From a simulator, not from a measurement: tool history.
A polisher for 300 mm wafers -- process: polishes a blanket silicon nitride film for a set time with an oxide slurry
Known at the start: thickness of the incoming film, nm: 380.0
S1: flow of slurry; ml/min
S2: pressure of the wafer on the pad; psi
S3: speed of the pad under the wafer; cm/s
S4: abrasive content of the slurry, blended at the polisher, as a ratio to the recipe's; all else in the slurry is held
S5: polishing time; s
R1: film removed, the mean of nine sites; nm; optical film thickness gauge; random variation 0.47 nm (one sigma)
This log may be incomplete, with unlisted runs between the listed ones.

Run 1, hour 0: S1 180 ml/min, S2 2.4 psi, S3 114 cm/s, S4 1, S5 103 s. Result: R1 40.233 nm.
Run 2, hour 7.3: S1 180 ml/min, S2 2.4 psi, S3 114 cm/s, S4 1, S5 103 s. Result: R1 39.653 nm.
Run 3, hour 15.9: S1 180 ml/min, S2 2.4 psi, S3 114 cm/s, S4 1, S5 108 s. Result: R1 42.634 nm.
Run 4, hour 17.8: S1 180 ml/min, S2 2.4 psi, S3 114 cm/s, S4 1.2, S5 108 s. Result: R1 44.985 nm.
Run 5, hour 21.4: S1 180 ml/min, S2 2.7 psi, S3 114 cm/s, S4 1.2, S5 108 s. Result: R1 49.18 nm.
Run 6, hour 22.2: S1 180 ml/min, S2 2.7 psi, S3 102 cm/s, S4 1.2, S5 108 s. Result: R1 44.632 nm.
Run 7, hour 30.8: S1 180 ml/min, S2 2.6 psi, S3 102 cm/s, S4 1.2, S5 108 s. Result: R1 43.537 nm.

What will run 8 give?
Run 8, hour 35.5: S1 180 ml/min, S2 2 psi, S3 96 cm/s, S4 1.2, S5 108 s. Result: R1 ?.

Run 8 came out at R1 34.69 nm.
